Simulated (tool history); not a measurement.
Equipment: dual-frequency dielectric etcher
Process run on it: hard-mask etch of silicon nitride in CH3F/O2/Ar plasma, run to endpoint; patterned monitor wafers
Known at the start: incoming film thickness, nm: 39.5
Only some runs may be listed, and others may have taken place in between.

{"run": 1, "day": 0.0, "source power (W)": 350, "bias power (W)": 67, "endpoint time (s)": 53.998}
{"run": 2, "day": 0.088, "source power (W)": 370, "bias power (W)": 68, "endpoint time (s)": 52.785}
{"run": 3, "day": 0.146, "source power (W)": 400, "bias power (W)": 68, "endpoint time (s)": 51.81}
{"run": 4, "day": 0.3, "source power (W)": 360, "bias power (W)": 68, "endpoint time (s)": 52.982}
{"run": 5, "day": 0.533, "source power (W)": 360, "bias power (W)": 61, "endpoint time (s)": 54.611}
{"run": 6, "day": 0.854, "source power (W)": 360, "bias power (W)": 68, "endpoint time (s)": 53.166}
{"run": 7, "day": 0.933, "source power (W)": 370, "bias power (W)": 70, "endpoint time (s)": 52.482}

Estimate the outcome of run 8 from the log above:
{"run": 8, "day": 1.042, "source power (W)": 380, "bias power (W)": 72, "endpoint time (s)": "?"}

endpoint time (s): 51.643
